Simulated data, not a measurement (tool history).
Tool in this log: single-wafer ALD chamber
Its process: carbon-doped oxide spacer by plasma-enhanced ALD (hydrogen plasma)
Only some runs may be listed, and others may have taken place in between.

run  hour  heater temperature setpoint (°C)  number of ALD cycles (cycles)  mean film thickness on the monitor wafer (Å)
  1   0.0                               410                            594                                        268.94
  2   5.6                               403                            594                                        272.38
  3  14.1                               403                            607                                        278.62
  4  22.5                               403                            647                                        298.46
  5  25.0                               403                            727                                        331.64
  6  29.9                               403                            726                                        336.99

Run 7, settings as shown, results not yet in. Your forecast:
  7  33.8                               403                            724                                             ?

{"run 7": {"mean film thickness on the monitor wafer (Å)": 331.59}}

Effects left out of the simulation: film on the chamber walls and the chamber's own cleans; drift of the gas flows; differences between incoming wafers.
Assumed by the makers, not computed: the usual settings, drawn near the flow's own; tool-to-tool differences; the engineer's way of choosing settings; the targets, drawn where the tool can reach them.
